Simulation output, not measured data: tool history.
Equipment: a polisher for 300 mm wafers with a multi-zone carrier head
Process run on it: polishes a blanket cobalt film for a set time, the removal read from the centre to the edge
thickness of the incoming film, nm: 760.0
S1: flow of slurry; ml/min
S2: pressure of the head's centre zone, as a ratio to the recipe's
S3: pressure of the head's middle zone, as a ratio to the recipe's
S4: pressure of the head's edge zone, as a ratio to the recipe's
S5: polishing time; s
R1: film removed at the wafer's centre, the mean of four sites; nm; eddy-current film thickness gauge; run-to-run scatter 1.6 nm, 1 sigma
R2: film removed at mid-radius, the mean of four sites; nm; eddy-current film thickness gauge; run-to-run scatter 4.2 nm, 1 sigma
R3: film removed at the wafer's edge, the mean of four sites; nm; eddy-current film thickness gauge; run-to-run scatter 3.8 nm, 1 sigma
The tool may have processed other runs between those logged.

{"run": 1, "hour": 0.0, "S1": 200, "S2": 1.0, "S3": 1.0, "S4": 1.0, "S5": 56, "R1": 270.91, "R2": 273.27, "R3": 281.1}
{"run": 2, "hour": 0.8, "S1": 200, "S2": 1.0, "S3": 0.92, "S4": 1.0, "S5": 56, "R1": 272.9, "R2": 246.29, "R3": 280.92}
{"run": 3, "hour": 2.4, "S1": 195, "S2": 0.99, "S3": 0.94, "S4": 1.0, "S5": 56, "R1": 267.48, "R2": 256.97, "R3": 281.96}
{"run": 4, "hour": 6.7, "S1": 195, "S2": 0.99, "S3": 0.94, "S4": 1.0, "S5": 67, "R1": 320.33, "R2": 299.61, "R3": 325.99}
{"run": 5, "hour": 9.0, "S1": 190, "S2": 0.97, "S3": 0.95, "S4": 0.98, "S5": 67, "R1": 309.28, "R2": 305.69, "R3": 321.96}
{"run": 6, "hour": 14.9, "S1": 185, "S2": 0.95, "S3": 0.95, "S4": 0.97, "S5": 67, "R1": 302.51, "R2": 295.79, "R3": 322.02}
{"run": 7, "hour": 21.7, "S1": 180, "S2": 0.93, "S3": 0.97, "S4": 0.95, "S5": 67, "R1": 299.37, "R2": 308.32, "R3": 316.88}
{"run": 8, "hour": 30.5, "S1": 175, "S2": 0.91, "S3": 0.98, "S4": 0.95, "S5": 66, "R1": 281.86, "R2": 295.29, "R3": 306.44}

Forecast run 9:
{"run": 9, "hour": 36.6, "S1": 170, "S2": 0.9, "S3": 1.0, "S4": 0.95, "S5": 66, "R1": "?", "R2": "?", "R3": "?"}

{"run 9": {"R1": 279.44, "R2": 304.38, "R3": 323.57}}
